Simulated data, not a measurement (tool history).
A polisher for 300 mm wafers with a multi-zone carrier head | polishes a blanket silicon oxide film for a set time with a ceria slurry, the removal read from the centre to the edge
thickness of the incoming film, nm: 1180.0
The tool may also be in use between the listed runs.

| run | day | flow of slurry (ml/min) | pressure of the head's centre zone | pressure of the head's middle zone | pressure of the head's edge zone | polishing time (s) | film removed at the wafer's centre (Å) | film removed at mid-radius (Å) | film removed at the wafer's edge (Å) |
|---|---|---|---|---|---|---|---|---|---|
| 1 | 0 | 160 | 1 | 1 | 1 | 62 | 3213.6 | 3044.6 | 2997.4 |
| 2 | 0.096 | 160 | 1.08 | 1 | 1 | 62 | 3436.9 | 2993.1 | 3043.1 |
| 3 | 0.238 | 185 | 1.08 | 1 | 1 | 62 | 3527.2 | 3110.7 | 3067.8 |
| 4 | 0.375 | 185 | 1.08 | 1.08 | 1 | 62 | 3553.6 | 3306 | 3080.9 |
| 5 | 0.442 | 170 | 1.06 | 1.02 | 0.99 | 56 | 3118.7 | 2827.7 | 2700.9 |
| 6 | 0.633 | 170 | 1.11 | 1.02 | 0.99 | 56 | 3197.9 | 2793.9 | 2756 |
| 7 | 0.783 | 155 | 1.09 | 0.97 | 0.99 | 52 | 2918.2 | 2422 | 2536.5 |
| 8 | 1.067 | 145 | 1.05 | 0.93 | 0.97 | 49 | 2617.1 | 2239.4 | 2311.2 |
| 9 | 1.196 | 135 | 1.04 | 0.9 | 0.97 | 47 | 2445 | 2023.7 | 2182.4 |
| 10 | 1.529 | 125 | 1.02 | 0.88 | 0.96 | 47 | 2346.4 | 1970.5 | 2137 |

Run 11 comes next. What will it give?
| 11 | 1.567 | 125 | 1.02 | 0.88 | 0.96 | 47 | ? | ? | ? |

Run 11 gave film removed at the wafer's centre (Å) 2350.8, film removed at mid-radius (Å) 1957.3, film removed at the wafer's edge (Å) 2188.5.
